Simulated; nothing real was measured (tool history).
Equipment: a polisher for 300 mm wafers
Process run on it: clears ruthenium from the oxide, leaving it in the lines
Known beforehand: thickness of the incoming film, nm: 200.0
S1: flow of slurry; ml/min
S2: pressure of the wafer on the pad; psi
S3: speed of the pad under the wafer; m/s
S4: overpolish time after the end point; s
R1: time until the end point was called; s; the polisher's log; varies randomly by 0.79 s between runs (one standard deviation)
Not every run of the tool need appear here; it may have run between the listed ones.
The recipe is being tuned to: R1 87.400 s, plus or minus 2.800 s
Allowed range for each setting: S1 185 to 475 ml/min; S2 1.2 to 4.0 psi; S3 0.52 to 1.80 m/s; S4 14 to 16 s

run  hour   S1   S2    S3  S4       R1
  1   0.0  305  2.6  1.16  14  140.190
  2   8.8  305  2.6  1.16  14  139.810
  3  12.2  305  2.6  1.16  14  138.070
  4  17.7  305  2.6  1.16  14  140.280
  5  18.7  305  2.6  1.16  16  138.610
  6  26.8  255  2.6  1.16  16  142.250
  7  28.5  260  2.8  1.16  16  132.070
  8  31.1  260  3.5  1.18  16  102.320
  9  38.3  260  3.6  1.18  16  102.070
 10  46.7  260  3.7  1.18  16   98.915
 11  54.5  260  3.9  1.20  16   92.624

Exercise: of the 5 proposed moves below, exactly one satisfies all targets within the stated allowed misses. Which move is it?
  A  62.3  285  3.9  1.26  14   ?
  B  62.3  285  4.0  1.34  15   ?
  C  62.3  275  3.6  1.48  14   ?
  D  62.3  195  4.0  1.36  16   ?
  E  62.3  305  3.6  1.50  14   ?

move      R1
   A  86.590
   B  79.557
   C  80.296
   D  81.267
   E  78.585
A: hits every target within its allowed miss
B: takes the result that was furthest off past its target
C: takes the result that was furthest off past its target
D: takes the result that was furthest off past its target
E: takes the result that was furthest off past its target
The move that meets every target is A.
